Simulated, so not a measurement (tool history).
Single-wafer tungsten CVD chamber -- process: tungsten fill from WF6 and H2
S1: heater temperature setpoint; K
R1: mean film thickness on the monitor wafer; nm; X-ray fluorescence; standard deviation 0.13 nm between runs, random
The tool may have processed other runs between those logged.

Run 1, hour 0.0: S1 648.15 K, chamber pressure (Pa) 4386, deposition time (s) 18.4. Result: R1 37.614 nm.
Run 2, hour 7.6: S1 648.15 K, chamber pressure (Pa) 4386, deposition time (s) 18.4. Result: R1 37.754 nm.
Run 3, hour 9.6: S1 648.15 K, chamber pressure (Pa) 5013, deposition time (s) 18.4. Result: R1 40.509 nm.
Run 4, hour 13.3: S1 649.15 K, chamber pressure (Pa) 5013, deposition time (s) 18.4. Result: R1 41.179 nm.
Run 5, hour 14.4: S1 649.15 K, chamber pressure (Pa) 5013, deposition time (s) 17.4. Result: R1 39.251 nm.
Run 6, hour 21.9: S1 650.15 K, chamber pressure (Pa) 5026, deposition time (s) 17.4. Result: R1 39.820 nm.

For run 7, what comes out?
Run 7, hour 24.1: S1 651.15 K, chamber pressure (Pa) 5040, deposition time (s) 17.4. Result: R1 ?.

Run 7 yielded R1 40.905 nm.
